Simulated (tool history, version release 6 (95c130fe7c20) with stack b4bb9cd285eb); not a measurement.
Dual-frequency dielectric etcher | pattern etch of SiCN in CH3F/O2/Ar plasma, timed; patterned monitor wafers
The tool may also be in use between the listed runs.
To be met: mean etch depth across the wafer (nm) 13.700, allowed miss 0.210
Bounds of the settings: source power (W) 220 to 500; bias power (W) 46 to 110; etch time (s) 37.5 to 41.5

| run | hour | source power (W) | bias power (W) | etch time (s) | mean etch depth across the wafer (nm) |
|---|---|---|---|---|---|
| 1 | 0.0 | 360 | 78 | 41.5 | 16.353 |
| 2 | 2.7 | 330 | 78 | 41.5 | 15.687 |
| 3 | 11.3 | 330 | 78 | 37.5 | 14.169 |
| 4 | 19.6 | 330 | 83 | 37.5 | 14.592 |
| 5 | 24.6 | 330 | 83 | 41.5 | 16.153 |
| 6 | 30.8 | 330 | 90 | 41.5 | 16.715 |
| 7 | 39.1 | 310 | 88 | 41.5 | 16.089 |
| 8 | 41.4 | 240 | 75 | 41.0 | 13.041 |
| 9 | 43.3 | 250 | 75 | 41.0 | 13.353 |
|  | 43.9 | wet clean of the chamber |
| 10 | 43.9 | 260 | 75 | 41.0 | 13.959 |
| 11 | 50.5 | 260 | 75 | 41.0 | 13.977 |

Which of these 4 next moves meets every target?
| A | 57.1 | 290 | 79 | 37.5 | ? |
| B | 57.1 | 300 | 67 | 41.0 | ? |
| C | 57.1 | 250 | 92 | 39.0 | ? |
| D | 57.1 | 270 | 83 | 40.0 | ? |

| move | mean etch depth across the wafer (nm) |
|---|---|
| A | 13.804 |
| B | 14.240 |
| C | 14.320 |
| D | 14.550 |
A: meets every target
B: further off than the last run
C: further off than the last run
D: further off than the last run
Move A is the one to make.

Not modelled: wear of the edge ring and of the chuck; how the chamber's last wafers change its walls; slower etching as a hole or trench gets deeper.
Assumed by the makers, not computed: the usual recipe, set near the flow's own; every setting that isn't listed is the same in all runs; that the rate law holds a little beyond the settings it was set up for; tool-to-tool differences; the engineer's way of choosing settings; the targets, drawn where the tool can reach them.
